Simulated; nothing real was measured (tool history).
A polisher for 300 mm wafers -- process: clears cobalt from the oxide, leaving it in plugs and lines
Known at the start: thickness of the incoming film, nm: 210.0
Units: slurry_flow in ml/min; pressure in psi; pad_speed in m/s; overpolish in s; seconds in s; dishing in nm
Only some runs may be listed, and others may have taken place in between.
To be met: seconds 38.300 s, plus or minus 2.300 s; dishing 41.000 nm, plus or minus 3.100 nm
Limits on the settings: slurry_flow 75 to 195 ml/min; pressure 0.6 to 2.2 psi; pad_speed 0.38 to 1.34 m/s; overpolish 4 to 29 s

{"run": 1, "hour": 0.0, "slurry_flow": 125, "pressure": 1.4, "pad_speed": 0.86, "overpolish": 15, "seconds": 70.117, "dishing": 29.48}
{"run": 2, "hour": 6.8, "slurry_flow": 125, "pressure": 1.7, "pad_speed": 0.86, "overpolish": 15, "seconds": 58.433, "dishing": 32.54}
{"run": 3, "hour": 9.3, "slurry_flow": 140, "pressure": 1.7, "pad_speed": 0.86, "overpolish": 15, "seconds": 58.15, "dishing": 33.223}
{"run": 4, "hour": 14.1, "slurry_flow": 140, "pressure": 1.5, "pad_speed": 0.86, "overpolish": 15, "seconds": 64.888, "dishing": 30.668}
{"run": 5, "hour": 19.2, "slurry_flow": 140, "pressure": 1.5, "pad_speed": 1.04, "overpolish": 15, "seconds": 53.877, "dishing": 33.465}
{"run": 6, "hour": 25.1, "slurry_flow": 140, "pressure": 1.6, "pad_speed": 1.06, "overpolish": 15, "seconds": 49.639, "dishing": 35.197}
{"run": 7, "hour": 29.2, "slurry_flow": 140, "pressure": 1.7, "pad_speed": 1.06, "overpolish": 15, "seconds": 46.098, "dishing": 36.577}
{"run": 8, "hour": 34.4, "slurry_flow": 140, "pressure": 1.8, "pad_speed": 1.06, "overpolish": 15, "seconds": 44.651, "dishing": 39.113}
{"run": 9, "hour": 36.2, "slurry_flow": 140, "pressure": 1.9, "pad_speed": 1.06, "overpolish": 15, "seconds": 42.029, "dishing": 40.053}

Next run, 4 choices. One meets every target within its allowed miss, the rest don't. Which?
{"run": "A", "hour": 38.0, "slurry_flow": 140, "pressure": 1.7, "pad_speed": 1.02, "overpolish": 19, "seconds": "?", "dishing": "?"}
{"run": "B", "hour": 38.0, "slurry_flow": 140, "pressure": 1.9, "pad_speed": 1.14, "overpolish": 15, "seconds": "?", "dishing": "?"}
{"run": "C", "hour": 38.0, "slurry_flow": 135, "pressure": 2.0, "pad_speed": 0.94, "overpolish": 15, "seconds": "?", "dishing": "?"}
{"run": "D", "hour": 38.0, "slurry_flow": 115, "pressure": 1.9, "pad_speed": 0.96, "overpolish": 18, "seconds": "?", "dishing": "?"}

move=A seconds=48.084 dishing=40.620
move=B seconds=38.861 dishing=40.090
move=C seconds=44.562 dishing=37.407
move=D seconds=47.416 dishing=39.816
A: further off than the last run
B: each result inside its tolerance
C: further off than the last run
D: further off than the last run
B meets every target.
